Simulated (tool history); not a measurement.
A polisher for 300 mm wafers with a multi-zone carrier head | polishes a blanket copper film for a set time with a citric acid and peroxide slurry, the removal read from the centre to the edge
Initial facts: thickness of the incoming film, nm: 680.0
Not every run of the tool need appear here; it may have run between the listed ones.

run  hour  flow of slurry (ml/min)  pressure of the head's centre zone  pressure of the head's middle zone  pressure of the head's edge zone  abrasive content of the slurry  polishing time (s)  film removed at the wafer's centre (angstrom)  film removed at mid-radius (angstrom)  film removed at the wafer's edge (angstrom)
  1   0.0                      150                                1.00                                1.00                              1.00                            1.00                  54                                         1000.1                                 1143.5                                       1110.5
  2   6.9                      160                                1.02                                1.05                              1.01                            1.10                  54                                         1071.2                                 1246.8                                       1135.9
  3  14.2                      160                                1.10                                1.05                              1.01                            1.10                  54                                         1145.8                                 1207.8                                       1155.2
  4  20.3                      160                                1.10                                1.05                              1.06                            1.10                  54                                         1166.7                                 1257.2                                       1208.6
  5  28.9                      140                                1.10                                1.05                              1.06                            1.10                  54                                         1109.1                                 1195.8                                       1166.2
  6  35.6                      155                                1.09                                1.08                              1.06                            1.10                  54                                         1093.4                                 1265.4                                       1197.3

Forecast run 7:
  7  37.4                      195                                1.18                                1.18                              1.01                            1.15                  54                                              ?                                      ?                                            ?

{"run 7": {"film removed at the wafer's centre (angstrom)": 1295.2, "film removed at mid-radius (angstrom)": 1440.3, "film removed at the wafer's edge (angstrom)": 1173.6}}

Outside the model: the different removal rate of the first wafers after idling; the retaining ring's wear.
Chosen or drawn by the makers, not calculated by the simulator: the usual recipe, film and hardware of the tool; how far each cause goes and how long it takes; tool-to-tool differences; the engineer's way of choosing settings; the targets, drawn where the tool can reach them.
